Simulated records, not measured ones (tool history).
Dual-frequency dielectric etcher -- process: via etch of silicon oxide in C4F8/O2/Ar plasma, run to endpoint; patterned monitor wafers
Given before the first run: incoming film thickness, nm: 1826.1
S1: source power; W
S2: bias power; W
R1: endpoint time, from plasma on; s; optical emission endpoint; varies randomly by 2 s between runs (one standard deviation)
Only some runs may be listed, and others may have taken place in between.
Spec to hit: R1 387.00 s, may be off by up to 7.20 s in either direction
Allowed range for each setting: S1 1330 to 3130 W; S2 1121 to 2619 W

run    day    S1    S2      R1
  1  0.000  2230  1870  323.20
  2  0.217  2230  1656  328.04
  3  0.488  2230  1466  340.34
  4  0.758  2110  1445  347.37
  5  0.929  2470  1445  323.92
  6  1.196  2470  1646  314.82
  7  1.342  2290  1618  325.99
  8  1.700  2140  1594  340.67
     2.062  -- bias power generator calibrated
  9  2.062  2040  1579  350.76
 10  2.150  1970  1569  357.15
 11  2.421  1910  1561  361.59
 12  2.717  1860  1554  367.39
 13  3.012  1580  1510  405.81
 14  3.221  1610  1513  401.20

Exercise: of the 4 proposed moves below, exactly one satisfies all targets within the stated allowed misses. Which move is it?
  A  3.429  1750  1159   ?
  B  3.429  1440  1551   ?
  C  3.429  1840  1602   ?
  D  3.429  1590  1784   ?

move      R1
   A  401.75
   B  420.67
   C  366.12
   D  385.96
A: no nearer and no further than the last run
B: the biggest miss grows against the last run
C: takes the biggest miss from the last run beyond its target
D: meets every target
D meets every target.
